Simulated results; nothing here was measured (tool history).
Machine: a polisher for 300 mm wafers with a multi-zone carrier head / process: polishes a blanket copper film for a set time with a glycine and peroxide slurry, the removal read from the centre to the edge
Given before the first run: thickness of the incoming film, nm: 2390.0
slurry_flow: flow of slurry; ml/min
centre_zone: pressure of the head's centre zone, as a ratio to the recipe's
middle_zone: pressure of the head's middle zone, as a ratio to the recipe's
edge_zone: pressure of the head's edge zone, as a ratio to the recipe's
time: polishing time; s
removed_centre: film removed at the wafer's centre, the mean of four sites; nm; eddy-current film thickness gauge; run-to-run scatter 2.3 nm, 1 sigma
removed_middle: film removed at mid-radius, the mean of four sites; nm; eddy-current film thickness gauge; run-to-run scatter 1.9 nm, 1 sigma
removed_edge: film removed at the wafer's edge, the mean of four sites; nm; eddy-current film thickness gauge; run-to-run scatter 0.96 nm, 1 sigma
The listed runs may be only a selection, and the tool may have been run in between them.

run,hour,slurry_flow,centre_zone,middle_zone,edge_zone,time,removed_centre,removed_middle,removed_edge
1,0,160,1,1,1,36,158.42,166.06,158.55
2,8,160,0.97,1,1,36,154.54,166.67,156.5
3,14.5,155,0.98,0.99,0.97,36,150.44,162.6,153.76
4,19.2,155,1.01,0.99,0.95,36,158.78,166.16,151.36
5,24.8,185,1.01,0.99,0.95,36,161.29,167.29,155.69
6,25.7,180,1.02,0.98,0.93,36,162.74,163.88,153.01
7,26.4,175,1.03,0.97,0.91,36,162.66,165.8,151.31

What will run 8 give?
8,30,170,1.04,0.95,0.9,36,?,?,?

{"run 8": {"removed_centre": 164.75, "removed_middle": 163.41, "removed_edge": 152.07}}
